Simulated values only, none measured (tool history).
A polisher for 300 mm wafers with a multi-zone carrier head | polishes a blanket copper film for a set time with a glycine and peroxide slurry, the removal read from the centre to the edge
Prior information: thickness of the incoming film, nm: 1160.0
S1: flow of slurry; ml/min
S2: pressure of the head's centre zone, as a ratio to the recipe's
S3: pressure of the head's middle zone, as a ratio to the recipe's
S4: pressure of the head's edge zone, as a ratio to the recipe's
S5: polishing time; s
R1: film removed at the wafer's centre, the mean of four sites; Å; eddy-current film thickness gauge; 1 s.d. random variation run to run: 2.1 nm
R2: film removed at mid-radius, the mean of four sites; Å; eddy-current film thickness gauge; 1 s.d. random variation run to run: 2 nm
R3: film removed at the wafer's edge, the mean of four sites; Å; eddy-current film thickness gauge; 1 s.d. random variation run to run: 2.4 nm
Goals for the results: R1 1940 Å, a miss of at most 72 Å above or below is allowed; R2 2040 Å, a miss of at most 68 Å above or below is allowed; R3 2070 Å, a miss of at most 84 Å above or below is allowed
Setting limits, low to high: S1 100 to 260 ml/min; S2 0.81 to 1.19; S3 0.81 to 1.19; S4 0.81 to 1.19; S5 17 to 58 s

run,hour,S1,S2,S3,S4,S5,R1,R2,R3
1,0,165,1,1,1,37,1612.2,1487.1,1482.8
2,6.5,175,0.98,1.02,1.04,39,1668.4,1607.3,1604.3
3,9.8,175,0.98,1.02,1.04,31,1325.2,1265.9,1271.2
4,18.2,180,0.97,1.03,1.07,35,1479.6,1459.1,1450.4
5,22.2,145,0.97,1.03,1.07,35,1395.7,1410.5,1433.7
6,29.7,145,1.01,1.03,1.07,35,1469.8,1385.7,1414.9
7,38.2,155,0.99,1.04,1.1,38,1569.9,1587.1,1578.1
8,41.4,200,0.98,1,1.19,46,2000.5,1923.7,2024.8
9,48.4,200,0.97,1.01,1.19,46,1968,1924.6,2036.1

Of the 5 settings listed for the next run, only one would bring every result within its allowed miss of target. Which one?
A,55.4,180,1.06,1.19,1.03,46,?,?,?
B,55.4,170,0.81,1,1.19,50,?,?,?
C,55.4,180,0.97,1.08,1.19,51,?,?,?
D,55.4,200,0.95,0.89,1.19,48,?,?,?
E,55.4,190,0.92,1.04,1.13,48,?,?,?

move,R1,R2,R3
A,2119.9,2174.3,1885.6
B,1763.4,2018.1,2194.6
C,2158.4,2218.2,2252.8
D,2027.6,1804.8,2152.7
E,1951.2,2040.7,2079
A: carries the result that was furthest off beyond its target, to the other side
B: puts the biggest miss on target and leaves a different result outside tolerance
C: carries the result that was furthest off beyond its target, to the other side
D: its largest miss is bigger than the last run's
E: in spec on every target
Move E is the one to make.
